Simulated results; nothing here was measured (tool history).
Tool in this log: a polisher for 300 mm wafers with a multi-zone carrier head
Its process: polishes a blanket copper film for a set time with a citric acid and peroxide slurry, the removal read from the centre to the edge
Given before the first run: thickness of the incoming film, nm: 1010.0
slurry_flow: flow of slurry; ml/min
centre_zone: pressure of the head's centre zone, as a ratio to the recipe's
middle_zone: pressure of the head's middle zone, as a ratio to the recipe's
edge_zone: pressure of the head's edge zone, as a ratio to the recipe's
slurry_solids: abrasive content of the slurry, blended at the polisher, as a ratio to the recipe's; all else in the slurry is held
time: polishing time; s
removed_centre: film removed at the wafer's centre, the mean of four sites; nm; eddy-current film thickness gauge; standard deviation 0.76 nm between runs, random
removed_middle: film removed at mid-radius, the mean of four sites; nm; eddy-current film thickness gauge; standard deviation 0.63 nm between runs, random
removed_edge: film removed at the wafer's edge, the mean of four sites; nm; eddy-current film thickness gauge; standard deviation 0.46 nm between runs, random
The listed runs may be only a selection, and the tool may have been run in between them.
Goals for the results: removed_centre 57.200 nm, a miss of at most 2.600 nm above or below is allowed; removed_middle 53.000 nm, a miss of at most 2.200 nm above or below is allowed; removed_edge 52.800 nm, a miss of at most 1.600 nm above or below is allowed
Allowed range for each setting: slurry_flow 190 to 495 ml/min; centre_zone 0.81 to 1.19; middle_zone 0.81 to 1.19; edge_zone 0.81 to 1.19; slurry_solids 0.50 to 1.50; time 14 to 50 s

run  hour  slurry_flow  centre_zone  middle_zone  edge_zone  slurry_solids  time  removed_centre  removed_middle  removed_edge
  1   0.0          320         1.00         1.00       1.00           1.00    32         100.390          99.346        91.854
  2   1.2          320         1.00         1.00       1.00           0.85    32          95.172          96.661        89.353
  3   4.2          375         1.00         1.00       1.00           0.85    32          97.382          97.742        90.968
  4   8.4          375         1.08         1.00       1.00           0.85    32         105.900          97.351        91.040
  5   9.9          375         1.08         1.00       1.00           0.85    26          82.937          79.927        73.495
  6  16.5          375         1.08         1.00       1.06           0.85    26          83.728          79.498        74.549
  7  17.7          370         1.08         0.99       1.05           0.80    25          81.428          75.421        72.027
     24.1  -- edge zone pressure recalibrated
  8  24.1          370         1.07         0.98       1.04           0.75    24          75.636          71.287        70.535
  9  28.6          370         1.08         0.98       1.04           0.75    23          75.548          67.383        66.907
 10  34.0          370         1.08         0.98       1.04           0.75    23          72.644          67.012        66.944
 11  37.6          370         1.09         0.99       1.03           0.70    22          69.624          63.621        63.039
 12  40.6          360         1.09         0.99       1.01           0.65    22          71.339          64.531        62.082
 13  44.7          355         1.08         0.99       1.00           0.65    21          68.524          61.255        57.831
 14  46.2          350         1.06         0.98       0.99           0.65    21          65.281          60.487        58.292
 15  54.8          345         1.05         0.97       0.98           0.65    21          64.180          59.978        57.908
 16  58.0          330         0.99         0.87       0.89           0.50    20          55.420          50.204        50.906

Which single option among these 5 for the next run brings every result within its allowed miss of target? Just one does.
  A  61.2          305         0.97         0.85       0.89           0.55    19               ?               ?             ?
  B  61.2          330         1.02         0.93       0.83           0.55    20               ?               ?             ?
  C  61.2          345         0.92         0.86       0.92           0.50    19               ?               ?             ?
  D  61.2          330         0.95         0.85       0.90           0.50    19               ?               ?             ?
  E  61.2          390         0.99         0.90       0.91           0.50    20               ?               ?             ?

move  removed_centre  removed_middle  removed_edge
   A          51.945          47.530        48.743
   B          58.064          54.326        49.978
   C          49.382          48.070        49.415
   D          50.766          47.403        48.765
   E          56.638          53.077        52.150
A: further off than the last run
B: puts the biggest miss on target and leaves a different result outside tolerance
C: further off than the last run
D: further off than the last run
E: all results in spec
So the answer is move E, the one that meets all the targets.
